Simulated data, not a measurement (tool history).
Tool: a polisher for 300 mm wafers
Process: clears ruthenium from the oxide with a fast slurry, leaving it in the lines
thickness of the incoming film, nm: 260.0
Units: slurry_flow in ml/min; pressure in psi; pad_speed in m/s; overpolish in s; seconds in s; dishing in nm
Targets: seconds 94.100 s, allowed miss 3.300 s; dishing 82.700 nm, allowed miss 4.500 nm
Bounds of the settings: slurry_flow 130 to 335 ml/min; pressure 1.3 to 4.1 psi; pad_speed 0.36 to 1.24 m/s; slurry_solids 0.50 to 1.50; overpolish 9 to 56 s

run  hour  slurry_flow  pressure  pad_speed  slurry_solids  overpolish  seconds  dishing
  1   0.0          215       2.7       0.80           1.00          29  102.310   58.436
  2   1.4          215       2.7       0.80           1.00          30  102.570   56.709
  3   9.9          215       3.2       0.80           1.00          30   89.691   63.911
  4  13.6          215       3.2       0.80           1.00          31   89.963   67.848
  5  21.6          215       3.2       0.80           0.80          31  101.120   61.795
     30.4  -- worn pad replaced by a new one
  6  30.4          215       3.2       0.80           0.65          31  108.540   57.643
  7  35.0          215       3.3       0.80           0.65          32  105.820   59.240
  8  38.4          215       3.3       0.80           0.65          33  104.200   62.019
  9  46.7          215       3.3       0.80           0.65          34  105.420   62.752
 10  52.8          215       3.3       0.80           0.65          35  105.310   65.171
 11  60.2          215       3.3       0.80           0.65          36  106.020   65.884
 12  65.9          215       3.3       0.80           0.65          37  106.630   69.324
 13  73.2          220       3.5       0.80           0.65          39  100.730   74.549
 14  76.9          220       3.6       0.80           0.65          40   98.607   75.851

Which of these 4 next moves meets every target?
  A  80.6          245       3.6       0.88           0.60          49        ?        ?
  B  80.6          225       4.0       0.74           0.80          48        ?        ?
  C  80.6          205       4.1       0.88           0.55          42        ?        ?
  D  80.6          205       3.8       0.84           0.70          39        ?        ?

move  seconds  dishing
   A   93.410   89.534
   B   84.426   94.571
   C   92.439   80.853
   D   85.838   80.852
A: takes the result that was furthest off past its target
B: takes the result that was furthest off past its target
C: meets every target
D: brings the result that was furthest off to its target, and leaves another outside
Move C is the one to make.
